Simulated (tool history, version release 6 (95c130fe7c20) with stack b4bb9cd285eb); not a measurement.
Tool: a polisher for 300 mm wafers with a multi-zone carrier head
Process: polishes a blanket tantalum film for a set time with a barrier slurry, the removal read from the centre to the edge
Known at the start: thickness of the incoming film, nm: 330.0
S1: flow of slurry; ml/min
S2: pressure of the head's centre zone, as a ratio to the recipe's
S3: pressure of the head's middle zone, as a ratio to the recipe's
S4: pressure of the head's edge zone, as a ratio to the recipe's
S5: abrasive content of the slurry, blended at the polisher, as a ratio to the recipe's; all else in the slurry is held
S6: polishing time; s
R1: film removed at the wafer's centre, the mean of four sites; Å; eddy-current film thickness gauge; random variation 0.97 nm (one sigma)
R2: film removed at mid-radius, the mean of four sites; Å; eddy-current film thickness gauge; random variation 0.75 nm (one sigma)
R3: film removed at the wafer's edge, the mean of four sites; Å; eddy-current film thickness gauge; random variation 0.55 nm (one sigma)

| run | hour | S1 | S2 | S3 | S4 | S5 | S6 | R1 | R2 | R3 |
|---|---|---|---|---|---|---|---|---|---|---|
| 1 | 0 | 210 | 1 | 1 | 1 | 1 | 56 | 626.75 | 625.41 | 635.57 |
| 2 | 7.6 | 225 | 1.02 | 1.02 | 1.05 | 1.1 | 56 | 663.02 | 646.08 | 662.99 |
| 3 | 12.3 | 225 | 1.09 | 1.02 | 1.05 | 1.1 | 56 | 703.19 | 647.28 | 673.4 |
| 4 | 20.6 | 225 | 1.09 | 1.02 | 1.05 | 1.1 | 68 | 874.7 | 800.08 | 811.87 |
| 5 | 21.4 | 225 | 1.09 | 1.05 | 1.05 | 1.1 | 68 | 842.49 | 814.09 | 812.77 |
| 6 | 23.2 | 225 | 1.09 | 1.13 | 1.05 | 1.1 | 68 | 860.59 | 869.89 | 813.33 |

Run 7 comes next. What will it give?
| 7 | 24.2 | 210 | 1.07 | 1.09 | 1.05 | 1.05 | 68 | ? | ? | ? |

R1: 824.49 Å
R2: 834.1 Å
R3: 791.3 Å
